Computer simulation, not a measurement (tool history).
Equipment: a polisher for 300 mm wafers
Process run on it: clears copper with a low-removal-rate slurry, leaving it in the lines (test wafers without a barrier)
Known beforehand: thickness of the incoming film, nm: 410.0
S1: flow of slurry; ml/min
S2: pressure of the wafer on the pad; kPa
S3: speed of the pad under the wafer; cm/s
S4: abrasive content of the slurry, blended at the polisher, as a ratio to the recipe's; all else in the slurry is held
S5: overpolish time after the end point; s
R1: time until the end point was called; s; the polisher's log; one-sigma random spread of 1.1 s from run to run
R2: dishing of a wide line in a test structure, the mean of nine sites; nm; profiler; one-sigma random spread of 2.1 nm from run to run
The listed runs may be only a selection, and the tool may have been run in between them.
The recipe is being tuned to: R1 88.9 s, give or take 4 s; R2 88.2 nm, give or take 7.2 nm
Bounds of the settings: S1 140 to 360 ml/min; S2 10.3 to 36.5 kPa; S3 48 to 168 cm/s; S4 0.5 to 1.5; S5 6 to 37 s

run	hour	S1	S2	S3	S4	S5	R1	R2
1	0	230	23.4	108	1	19	109.73	49.577
2	5.7	230	17.2	108	1	19	149.98	37.716
3	13.2	230	17.2	108	1	23	152.19	47.427
4	19.6	230	19.3	108	1	24	137.86	51.377
5	21.6	230	24.8	108	1	24	107.46	61.516
6	27.5	230	20.7	108	1	24	126.37	56.973
7	30.7	230	22.1	108	1	25	118.62	60.007
8	36.7	230	23.4	108	1	26	114.56	62.553
9	41	230	23.4	108	1	26	110.12	64.686
10	41.7	230	24.1	108	1	27	108.46	66.213
11	49.3	230	24.8	108	1	28	107.83	72.223
12	52.9	230	25.5	108	1	28	103.78	75.727
13	56	230	25.5	108	1	28	103.88	71.91
14	57.7	230	26.2	108	1	29	102.74	75.985
15	62.3	230	26.9	108	1	29	99.394	77.918
16	67.7	230	27.6	108	1	29	99.01	80.339
17	72.3	230	28.3	108	1	29	93.515	82.424
18	73.5	230	28.3	108	1	29	93.591	79.211

Which single option among these 5 for the next run brings every result within its allowed miss of target? Just one does.
A	74.7	185	28.3	130	1.05	19	?	?
B	74.7	280	24.1	116	1.15	27	?	?
C	74.7	245	28.3	104	1.15	24	?	?
D	74.7	210	30.3	110	0.95	30	?	?
E	74.7	235	29.6	120	0.95	22	?	?

move	R1	R2
A	82.939	65.306
B	96.09	75.562
C	89.571	73.823
D	87.473	89.139
E	83.347	73.225
A: misses by more than the last run did
B: misses by more than the last run did
C: misses by more than the last run did
D: all results in spec
E: misses by more than the last run did
Correct choice: D, which meets every target
